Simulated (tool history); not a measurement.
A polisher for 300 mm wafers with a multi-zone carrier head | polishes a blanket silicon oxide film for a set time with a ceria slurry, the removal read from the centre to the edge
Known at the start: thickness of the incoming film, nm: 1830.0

run,hour,flow of slurry (ml/min),pressure of the head's centre zone,pressure of the head's middle zone,pressure of the head's edge zone,polishing time (s),film removed at the wafer's centre (Å),film removed at mid-radius (Å),film removed at the wafer's edge (Å)
1,0.0,135,1.00,1.00,1.00,72,3689.9,3949.8,3963.0
2,7.2,135,1.00,0.95,1.00,72,3757.7,3769.6,3928.5
3,9.6,135,1.00,0.95,0.94,72,3749.2,3783.5,3915.5
4,15.2,135,1.00,0.99,0.94,72,3770.3,3888.6,3850.6
5,17.5,120,1.00,0.99,0.94,72,3596.6,3771.7,3652.6
6,21.1,125,1.02,0.99,0.94,72,3727.5,3786.4,3802.7
7,22.7,130,1.04,1.00,0.93,72,3847.9,3786.4,3794.9
8,27.7,135,1.05,1.01,0.93,72,3926.1,3905.5,3776.6
# hour 28.9: slurry nozzle cleaned
9,28.9,140,1.06,1.01,0.93,72,4240.9,4247.3,4085.4

Run 10 comes next. What will it give?
10,36.1,140,1.07,1.00,0.92,72,?,?,?

Run 10 gave film removed at the wafer's centre (Å) 4343.5, film removed at mid-radius (Å) 4215.4, film removed at the wafer's edge (Å) 3984.4.
